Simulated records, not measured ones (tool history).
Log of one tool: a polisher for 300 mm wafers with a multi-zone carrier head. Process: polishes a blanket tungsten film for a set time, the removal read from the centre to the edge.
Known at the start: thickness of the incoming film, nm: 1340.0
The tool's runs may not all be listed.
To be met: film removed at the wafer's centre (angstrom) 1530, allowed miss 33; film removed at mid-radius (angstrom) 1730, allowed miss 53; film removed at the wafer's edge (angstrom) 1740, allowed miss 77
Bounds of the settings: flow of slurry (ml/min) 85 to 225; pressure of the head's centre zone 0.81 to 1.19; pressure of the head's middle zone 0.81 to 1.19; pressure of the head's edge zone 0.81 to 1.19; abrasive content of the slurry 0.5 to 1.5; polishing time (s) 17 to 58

run,day,flow of slurry (ml/min),pressure of the head's centre zone,pressure of the head's middle zone,pressure of the head's edge zone,abrasive content of the slurry,polishing time (s),film removed at the wafer's centre (angstrom),film removed at mid-radius (angstrom),film removed at the wafer's edge (angstrom)
1,0,145,1,1,1,1,37,2789.6,2571.1,2748.8
2,0.233,145,1,1,1,1,29,2198.6,2033.6,2178.7
3,0.412,145,1,1,0.93,1,29,2193,2028.9,2045.5
4,0.483,175,1,1,0.93,1,29,2267.3,2139.1,2101.2
5,0.55,175,1,1,0.93,0.85,29,2135.8,2004.7,1953.4
6,0.642,175,1,1,0.93,0.85,35,2583.7,2446.8,2392.2
7,0.846,160,0.95,1,0.92,0.75,34,2224.2,2241.2,2142.8
8,1.104,120,0.85,0.92,0.96,0.5,33,1546.1,1608.9,1787
9,1.333,120,0.84,0.94,0.95,0.5,33,1532.4,1634.5,1757.4

Which of these 5 next moves meets every target?
A,1.562,130,0.85,0.98,0.89,0.5,33,?,?,?
B,1.562,100,0.89,1.07,1.01,0.6,31,?,?,?
C,1.562,120,0.89,0.96,0.96,0.55,31,?,?,?
D,1.562,130,0.88,1.09,0.93,0.75,28,?,?,?
E,1.562,125,0.82,0.9,1.06,0.55,32,?,?,?

move,film removed at the wafer's centre (angstrom),film removed at mid-radius (angstrom),film removed at the wafer's edge (angstrom)
A,1573.2,1740.1,1719.6
B,1531.9,1759.7,1752.8
C,1574.9,1638.7,1718.3
D,1621.1,1893.1,1742.2
E,1514.7,1620.8,1876.8
A: brings the result that was furthest off to its target, and leaves another outside
B: meets every target
C: as far off as the last run
D: takes the result that was furthest off past its target
E: further off than the last run
The right move is B.
